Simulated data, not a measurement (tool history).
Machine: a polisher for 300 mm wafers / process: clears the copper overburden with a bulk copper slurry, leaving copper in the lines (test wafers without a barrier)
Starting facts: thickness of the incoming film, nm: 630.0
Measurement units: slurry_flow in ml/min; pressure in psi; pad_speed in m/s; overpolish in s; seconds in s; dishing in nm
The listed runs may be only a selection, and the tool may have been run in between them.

| run | day | slurry_flow | pressure | pad_speed | slurry_solids | overpolish | seconds | dishing |
|---|---|---|---|---|---|---|---|---|
| 1 | 0.000 | 285 | 2.5 | 1.24 | 1.0 | 22 | 63.421 | 48.697 |
| 2 | 0.350 | 285 | 2.5 | 1.44 | 1.0 | 22 | 54.240 | 49.767 |
| 3 | 0.475 | 285 | 2.5 | 1.14 | 1.0 | 22 | 68.631 | 48.199 |
| 4 | 0.675 | 350 | 2.5 | 1.14 | 1.0 | 22 | 68.267 | 49.288 |
| 5 | 1.025 | 350 | 2.5 | 1.14 | 0.9 | 22 | 70.545 | 48.661 |
| 6 | 1.312 | 420 | 2.5 | 1.14 | 0.9 | 22 | 69.846 | 47.853 |

Estimate the outcome of run 7 from the log above:
| 7 | 1.475 | 425 | 2.3 | 1.32 | 0.8 | 18 | ? | ? |

{"run 7": {"seconds": 67.135, "dishing": 47.126}}
